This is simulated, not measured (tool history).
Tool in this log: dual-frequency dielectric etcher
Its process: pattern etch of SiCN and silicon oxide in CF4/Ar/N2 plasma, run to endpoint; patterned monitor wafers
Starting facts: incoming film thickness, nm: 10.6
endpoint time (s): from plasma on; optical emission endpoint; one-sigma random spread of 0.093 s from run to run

run,hour,source power (kW),bias power (kW),Ar flow (sccm),CF4 flow (sccm),endpoint time (s)
1,0.0,0.600,0.059,132,78,10.0900
2,7.7,0.600,0.069,132,78,9.3791
3,15.2,0.530,0.062,137,76,11.4480
4,22.5,0.530,0.062,150,76,11.4750
5,23.1,0.480,0.061,151,76,12.9450
6,24.9,0.480,0.061,173,76,13.1860
7,29.1,0.450,0.061,173,76,14.3770

For run 8, what comes out?
8,35.4,0.430,0.061,173,76,?

endpoint time (s): 14.9130
